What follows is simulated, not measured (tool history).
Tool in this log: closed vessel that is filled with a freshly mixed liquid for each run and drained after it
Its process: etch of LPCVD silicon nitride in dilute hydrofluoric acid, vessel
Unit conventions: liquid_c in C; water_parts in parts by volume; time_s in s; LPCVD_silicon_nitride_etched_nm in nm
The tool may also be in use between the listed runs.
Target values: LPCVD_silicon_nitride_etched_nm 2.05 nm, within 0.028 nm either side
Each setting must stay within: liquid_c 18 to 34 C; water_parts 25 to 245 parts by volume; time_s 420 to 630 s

run	day	liquid_c	water_parts	time_s	LPCVD_silicon_nitride_etched_nm
1	0	26	135	630	2.2852
2	0.225	25.5	135	630	2.2171
3	0.317	25.5	90	630	3.3279
4	0.671	25.5	90	420	2.2037
5	0.879	25	90	420	2.1305
6	1.183	25	120	420	1.6184
7	1.275	25	120	420	1.6074
8	1.446	25	120	420	1.6
9	1.758	25	120	420	1.6085
10	1.967	25.5	120	420	1.6554
11	2.138	26.5	120	420	1.7804

5 candidate next runs follow, results not yet known. Just one meets every target within its allowed miss. Identify it.
A	2.308	28	150	575	?
B	2.308	26	130	560	?
C	2.308	26.5	135	600	?
D	2.308	25	135	620	?
E	2.308	22.5	105	555	?

move	LPCVD_silicon_nitride_etched_nm
A	2.1322
B	2.1141
C	2.2515
D	2.1149
E	2.062
A: takes the biggest miss from the last run beyond its target
B: takes the biggest miss from the last run beyond its target
C: takes the biggest miss from the last run beyond its target
D: takes the biggest miss from the last run beyond its target
E: every result lands within tolerance
Answer: E

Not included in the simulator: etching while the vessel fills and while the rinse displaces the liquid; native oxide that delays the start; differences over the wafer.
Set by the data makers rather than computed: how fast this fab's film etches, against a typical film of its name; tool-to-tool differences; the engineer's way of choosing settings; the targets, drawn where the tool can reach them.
